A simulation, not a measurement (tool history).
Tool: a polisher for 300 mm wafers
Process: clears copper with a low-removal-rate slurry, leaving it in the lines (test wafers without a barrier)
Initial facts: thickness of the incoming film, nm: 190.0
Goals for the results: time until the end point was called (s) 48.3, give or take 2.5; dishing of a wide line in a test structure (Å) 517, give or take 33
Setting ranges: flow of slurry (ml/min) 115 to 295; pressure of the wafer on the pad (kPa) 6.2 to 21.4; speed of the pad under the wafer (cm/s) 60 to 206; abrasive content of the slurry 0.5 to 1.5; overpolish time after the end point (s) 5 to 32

run,hour,flow of slurry (ml/min),pressure of the wafer on the pad (kPa),speed of the pad under the wafer (cm/s),abrasive content of the slurry,overpolish time after the end point (s),time until the end point was called (s),dishing of a wide line in a test structure (Å)
1,0,190,13.8,132,1,16,62.623,301.71
2,2.1,190,13.8,132,1.1,16,60.886,295.8
3,3.8,185,14.5,132,1.1,17,59.006,329.44
4,8.4,185,11.7,132,1.1,17,72.997,269.57
5,12.8,185,13.8,132,1.1,17,60.241,314.62
6,16.6,185,13.8,132,1.25,17,62.117,321.39
7,18.3,185,14.5,132,1.25,18,57.668,356.96
8,24.4,185,15.9,132,1.25,20,52.921,409.1
9,32.9,185,16.5,132,1.25,22,52.379,462.07

Consider the 5 candidate settings below. Which is the only one whose results all fall within their allowed miss of target?
A,41.4,195,15.2,142,0.9,28,?,?
B,41.4,175,15.9,140,1.4,24,?,?
C,41.4,210,15.2,132,1.25,22,?,?
D,41.4,115,15.2,132,1.25,21,?,?
E,41.4,200,15.9,126,1.2,27,?,?

move,time until the end point was called (s),dishing of a wide line in a test structure (Å)
A,55.289,526.34
B,50.037,507.53
C,54.81,439.19
D,60.787,388.66
E,55.407,513.75
A: the furthest-off result lands on target, but another misses its tolerance
B: every result within its allowed miss
C: further off than the last run
D: further off than the last run
E: the furthest-off result lands on target, but another misses its tolerance
Go with B: it meets all targets.
